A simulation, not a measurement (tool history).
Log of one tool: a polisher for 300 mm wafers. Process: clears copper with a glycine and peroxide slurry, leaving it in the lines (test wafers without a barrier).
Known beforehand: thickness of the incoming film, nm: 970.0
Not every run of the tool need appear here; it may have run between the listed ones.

| run | day | flow of slurry (ml/min) | pressure of the wafer on the pad (psi) | speed of the pad under the wafer (m/s) | overpolish time after the end point (s) | time until the end point was called (s) | dishing of a wide line in a test structure (nm) |
|---|---|---|---|---|---|---|---|
| 1 | 0.000 | 195 | 3.3 | 0.92 | 20 | 137.80 | 64.447 |
| 2 | 0.150 | 190 | 3.0 | 0.88 | 22 | 153.12 | 65.041 |
| 3 | 0.279 | 175 | 3.0 | 0.88 | 22 | 156.22 | 66.198 |
| 4 | 0.575 | 170 | 2.8 | 0.84 | 23 | 172.96 | 61.678 |
| 5 | 0.808 | 170 | 2.8 | 0.84 | 31 | 173.00 | 72.629 |
| 6 | 0.992 | 165 | 2.6 | 0.82 | 32 | 186.41 | 72.451 |
| 7 | 1.038 | 160 | 2.4 | 0.80 | 32 | 203.17 | 68.382 |
| 8 | 1.171 | 155 | 2.3 | 0.78 | 33 | 214.57 | 68.270 |
| 9 | 1.462 | 150 | 2.2 | 0.78 | 33 | 222.19 | 67.190 |
| 10 | 1.779 | 145 | 2.1 | 0.78 | 33 | 230.36 | 63.098 |

Run 11 has not been measured yet. What should we expect?
| 11 | 2.050 | 145 | 2.0 | 0.78 | 34 | ? | ? |

{"run 11": {"time until the end point was called (s)": 238.58, "dishing of a wide line in a test structure (nm)": 62.937}}
